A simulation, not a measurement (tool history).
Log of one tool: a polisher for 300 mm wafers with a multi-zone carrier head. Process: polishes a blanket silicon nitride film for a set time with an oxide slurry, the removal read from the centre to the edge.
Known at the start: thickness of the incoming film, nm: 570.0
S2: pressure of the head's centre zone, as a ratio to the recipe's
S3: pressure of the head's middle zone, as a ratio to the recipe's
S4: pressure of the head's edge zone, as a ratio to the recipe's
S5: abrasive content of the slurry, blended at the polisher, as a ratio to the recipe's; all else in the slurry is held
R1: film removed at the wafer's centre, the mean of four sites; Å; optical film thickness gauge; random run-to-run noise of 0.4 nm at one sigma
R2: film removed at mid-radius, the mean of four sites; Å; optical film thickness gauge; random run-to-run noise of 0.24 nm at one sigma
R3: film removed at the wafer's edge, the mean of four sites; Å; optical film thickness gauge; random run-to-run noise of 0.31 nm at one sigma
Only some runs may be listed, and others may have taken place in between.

Run 1, hour 0: flow of slurry (ml/min) 225, S2 1, S3 1, S4 1, S5 1, polishing time (s) 55. Result: R1 404.69 Å, R2 406.92 Å, R3 394.29 Å.
Run 2, hour 2.6: flow of slurry (ml/min) 225, S2 1, S3 1, S4 0.92, S5 1, polishing time (s) 55. Result: R1 400.61 Å, R2 406.7 Å, R3 388.7 Å.
Run 3, hour 5.5: flow of slurry (ml/min) 225, S2 1, S3 1.01, S4 0.91, S5 0.9, polishing time (s) 54. Result: R1 383.19 Å, R2 390.89 Å, R3 360.45 Å.
Run 4, hour 7.1: flow of slurry (ml/min) 225, S2 0.99, S3 1, S4 0.9, S5 0.8, polishing time (s) 53. Result: R1 351.87 Å, R2 363.43 Å, R3 333.13 Å.
Run 5, hour 7.8: flow of slurry (ml/min) 225, S2 0.99, S3 1, S4 0.9, S5 0.8, polishing time (s) 59. Result: R1 402.06 Å, R2 405.53 Å, R3 375.74 Å.
Run 6, hour 9.9: flow of slurry (ml/min) 225, S2 0.98, S3 0.99, S4 0.89, S5 0.75, polishing time (s) 57. Result: R1 358.64 Å, R2 375.87 Å, R3 353.93 Å.

Expected results for the next run?
Run 7, hour 15.1: flow of slurry (ml/min) 225, S2 1.07, S3 1.01, S4 0.81, S5 0.5, polishing time (s) 49. Result: R1 ?, R2 ?, R3 ?.

Run 7 came out at R1 299.36 Å, R2 282 Å, R3 249.11 Å.
